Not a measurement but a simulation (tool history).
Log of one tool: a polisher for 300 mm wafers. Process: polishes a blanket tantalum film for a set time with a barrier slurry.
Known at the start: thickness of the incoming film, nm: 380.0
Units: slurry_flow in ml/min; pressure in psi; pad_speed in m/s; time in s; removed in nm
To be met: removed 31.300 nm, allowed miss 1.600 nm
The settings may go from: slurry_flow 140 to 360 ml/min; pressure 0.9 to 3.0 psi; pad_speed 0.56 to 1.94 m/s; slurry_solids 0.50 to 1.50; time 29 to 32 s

run 1 day=0.000 | slurry_flow=230 pressure=1.9 pad_speed=1.24 slurry_solids=1.00 time=32 | removed=62.066
run 2 day=0.029 | slurry_flow=255 pressure=1.9 pad_speed=1.24 slurry_solids=1.00 time=32 | removed=64.894
run 3 day=0.196 | slurry_flow=245 pressure=1.7 pad_speed=1.20 slurry_solids=1.00 time=32 | removed=56.422
run 4 day=0.246 | slurry_flow=245 pressure=1.4 pad_speed=1.20 slurry_solids=1.00 time=32 | removed=46.834
run 5 day=0.321 | slurry_flow=245 pressure=1.4 pad_speed=1.48 slurry_solids=1.00 time=32 | removed=56.945
run 6 day=0.467 | slurry_flow=240 pressure=1.3 pad_speed=1.40 slurry_solids=1.00 time=32 | removed=50.100
run 7 day=0.600 | slurry_flow=235 pressure=1.2 pad_speed=1.34 slurry_solids=1.00 time=32 | removed=43.208
run 8 day=0.921 | slurry_flow=220 pressure=1.1 pad_speed=1.34 slurry_solids=1.00 time=32 | removed=39.802
run 9 day=1.142 | slurry_flow=210 pressure=1.1 pad_speed=1.34 slurry_solids=1.00 time=32 | removed=40.270
run 10 day=1.438 | slurry_flow=205 pressure=1.1 pad_speed=1.32 slurry_solids=1.00 time=32 | removed=39.253
run 11 day=1.492 | slurry_flow=200 pressure=1.1 pad_speed=1.30 slurry_solids=1.00 time=32 | removed=38.308
run 12 day=1.538 | slurry_flow=195 pressure=1.1 pad_speed=1.28 slurry_solids=1.00 time=32 | removed=37.854
run 13 day=1.850 | slurry_flow=190 pressure=1.1 pad_speed=1.26 slurry_solids=1.00 time=32 | removed=36.996
run 14 day=1.929 | slurry_flow=190 pressure=1.1 pad_speed=1.26 slurry_solids=1.00 time=32 | removed=36.627
run 15 day=2.088 | slurry_flow=185 pressure=1.1 pad_speed=1.26 slurry_solids=1.00 time=32 | removed=36.464
run 16 day=2.183 | slurry_flow=180 pressure=1.1 pad_speed=1.26 slurry_solids=1.00 time=32 | removed=36.078
run 17 day=2.425 | slurry_flow=180 pressure=0.9 pad_speed=1.20 slurry_solids=1.00 time=32 | removed=29.010

5 next moves are on the table. One of them brings every result within its allowed miss. Which?
run A day=2.667 | slurry_flow=205 pressure=1.1 pad_speed=1.24 slurry_solids=0.85 time=32 | removed=?
run B day=2.667 | slurry_flow=155 pressure=0.9 pad_speed=1.42 slurry_solids=0.90 time=32 | removed=?
run C day=2.667 | slurry_flow=170 pressure=0.9 pad_speed=1.30 slurry_solids=0.90 time=30 | removed=?
run D day=2.667 | slurry_flow=185 pressure=0.9 pad_speed=1.08 slurry_solids=0.90 time=32 | removed=?
run E day=2.667 | slurry_flow=260 pressure=1.2 pad_speed=1.18 slurry_solids=0.90 time=29 | removed=?

move=A removed=35.262
move=B removed=31.907
move=C removed=28.051
move=D removed=25.453
move=E removed=34.909
A: takes the result that was furthest off past its target
B: meets every target
C: further off than the last run
D: further off than the last run
E: takes the result that was furthest off past its target
Answer: B

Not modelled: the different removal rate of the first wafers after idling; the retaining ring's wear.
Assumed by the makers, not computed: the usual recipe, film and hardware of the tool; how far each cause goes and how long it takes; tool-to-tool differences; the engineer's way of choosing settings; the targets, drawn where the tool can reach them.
